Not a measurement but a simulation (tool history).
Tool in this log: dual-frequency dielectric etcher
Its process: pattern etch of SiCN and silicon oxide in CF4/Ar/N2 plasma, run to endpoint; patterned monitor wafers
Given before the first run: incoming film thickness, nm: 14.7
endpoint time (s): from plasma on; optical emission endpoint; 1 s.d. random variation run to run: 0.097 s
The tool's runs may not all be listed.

run 1 hour=0.0 | source_power_(W)=330 bias_power_(W)=85 Ar_flow_(sccm)=133 CF4_flow_(sccm)=58 | endpoint_time_(s)=23.285
run 2 hour=1.9 | source_power_(W)=360 bias_power_(W)=86 Ar_flow_(sccm)=133 CF4_flow_(sccm)=58 | endpoint_time_(s)=21.316
run 3 hour=2.7 | source_power_(W)=380 bias_power_(W)=87 Ar_flow_(sccm)=133 CF4_flow_(sccm)=58 | endpoint_time_(s)=20.058
run 4 hour=3.5 | source_power_(W)=330 bias_power_(W)=87 Ar_flow_(sccm)=133 CF4_flow_(sccm)=58 | endpoint_time_(s)=23.144
-- hour=7.8 bias power generator calibrated
run 5 hour=7.8 | source_power_(W)=350 bias_power_(W)=88 Ar_flow_(sccm)=133 CF4_flow_(sccm)=58 | endpoint_time_(s)=21.869
run 6 hour=12.7 | source_power_(W)=330 bias_power_(W)=88 Ar_flow_(sccm)=133 CF4_flow_(sccm)=58 | endpoint_time_(s)=23.261
run 7 hour=20.1 | source_power_(W)=390 bias_power_(W)=92 Ar_flow_(sccm)=131 CF4_flow_(sccm)=58 | endpoint_time_(s)=19.469

What does the tool deliver on the next run?
run 8 hour=22.2 | source_power_(W)=400 bias_power_(W)=92 Ar_flow_(sccm)=131 CF4_flow_(sccm)=58 | endpoint_time_(s)=?

For run 8 the tool returned endpoint time (s) 19.203.

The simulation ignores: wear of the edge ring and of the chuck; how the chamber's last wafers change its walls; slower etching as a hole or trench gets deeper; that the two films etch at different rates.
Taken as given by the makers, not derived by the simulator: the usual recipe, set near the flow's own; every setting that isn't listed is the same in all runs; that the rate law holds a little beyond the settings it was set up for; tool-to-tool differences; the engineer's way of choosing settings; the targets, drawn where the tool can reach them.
